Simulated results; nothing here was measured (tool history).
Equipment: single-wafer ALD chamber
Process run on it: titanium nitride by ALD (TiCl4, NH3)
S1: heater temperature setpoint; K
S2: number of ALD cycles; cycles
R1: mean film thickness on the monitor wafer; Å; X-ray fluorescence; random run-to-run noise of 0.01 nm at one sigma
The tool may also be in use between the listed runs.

run 1 hour=0.0 | S1=648.15 S2=100 NH3_pulse_time_(s)=1.77 | R1=20.103
run 2 hour=5.2 | S1=653.15 S2=100 NH3_pulse_time_(s)=1.77 | R1=20.186
run 3 hour=12.5 | S1=653.15 S2=100 NH3_pulse_time_(s)=1.38 | R1=19.740
run 4 hour=14.8 | S1=653.15 S2=100 NH3_pulse_time_(s)=1.38 | R1=19.776
run 5 hour=21.6 | S1=663.15 S2=100 NH3_pulse_time_(s)=1.38 | R1=20.086
run 6 hour=27.7 | S1=663.15 S2=100 NH3_pulse_time_(s)=1.38 | R1=19.983

Estimate the outcome of run 7 from the log above:
run 7 hour=34.9 | S1=653.15 S2=99 NH3_pulse_time_(s)=1.20 | R1=?

Run 7 came out at R1 19.189 Å.
